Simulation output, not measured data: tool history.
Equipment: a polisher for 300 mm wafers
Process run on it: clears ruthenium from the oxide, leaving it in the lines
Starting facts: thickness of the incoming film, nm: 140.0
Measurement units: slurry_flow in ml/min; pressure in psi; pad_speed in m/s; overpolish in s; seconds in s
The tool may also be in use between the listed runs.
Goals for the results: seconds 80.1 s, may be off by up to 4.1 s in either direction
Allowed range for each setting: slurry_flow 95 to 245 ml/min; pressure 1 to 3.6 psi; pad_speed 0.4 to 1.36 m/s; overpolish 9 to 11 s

Run 1, hour 0: slurry_flow 155 ml/min, pressure 2.3 psi, pad_speed 0.88 m/s, overpolish 11 s. Result: seconds 124.54 s.
Run 2, hour 2.3: slurry_flow 155 ml/min, pressure 2.6 psi, pad_speed 0.9 m/s, overpolish 11 s. Result: seconds 107.17 s.
Run 3, hour 4.1: slurry_flow 155 ml/min, pressure 2.8 psi, pad_speed 0.9 m/s, overpolish 11 s. Result: seconds 102.33 s.
Run 4, hour 12.4: slurry_flow 155 ml/min, pressure 3 psi, pad_speed 0.9 m/s, overpolish 11 s. Result: seconds 95.196 s.
Run 5, hour 21: slurry_flow 155 ml/min, pressure 3 psi, pad_speed 0.9 m/s, overpolish 9 s. Result: seconds 94.553 s.
Run 6, hour 29.9: slurry_flow 155 ml/min, pressure 3.1 psi, pad_speed 0.9 m/s, overpolish 9 s. Result: seconds 94.708 s.
Run 7, hour 32: slurry_flow 155 ml/min, pressure 3.3 psi, pad_speed 0.9 m/s, overpolish 9 s. Result: seconds 86.49 s.
Run 8, hour 35.8: slurry_flow 155 ml/min, pressure 3.4 psi, pad_speed 0.9 m/s, overpolish 9 s. Result: seconds 84.355 s.

4 next moves are on the table. One of them brings every result within its allowed miss. Which?
Run A, hour 39.6: slurry_flow 165 ml/min, pressure 3.3 psi, pad_speed 1 m/s, overpolish 11 s. Result: seconds ?.
Run B, hour 39.6: slurry_flow 180 ml/min, pressure 3.3 psi, pad_speed 0.84 m/s, overpolish 9 s. Result: seconds ?.
Run C, hour 39.6: slurry_flow 170 ml/min, pressure 3.4 psi, pad_speed 0.82 m/s, overpolish 11 s. Result: seconds ?.
Run D, hour 39.6: slurry_flow 190 ml/min, pressure 3.1 psi, pad_speed 0.88 m/s, overpolish 9 s. Result: seconds ?.

move  seconds
   A   81.307
   B   90.057
   C   89.892
   D   91.545
A: hits every target within its allowed miss
B: moves away from the targets compared with the last run
C: moves away from the targets compared with the last run
D: moves away from the targets compared with the last run
A is the move that brings every result within its allowed miss.

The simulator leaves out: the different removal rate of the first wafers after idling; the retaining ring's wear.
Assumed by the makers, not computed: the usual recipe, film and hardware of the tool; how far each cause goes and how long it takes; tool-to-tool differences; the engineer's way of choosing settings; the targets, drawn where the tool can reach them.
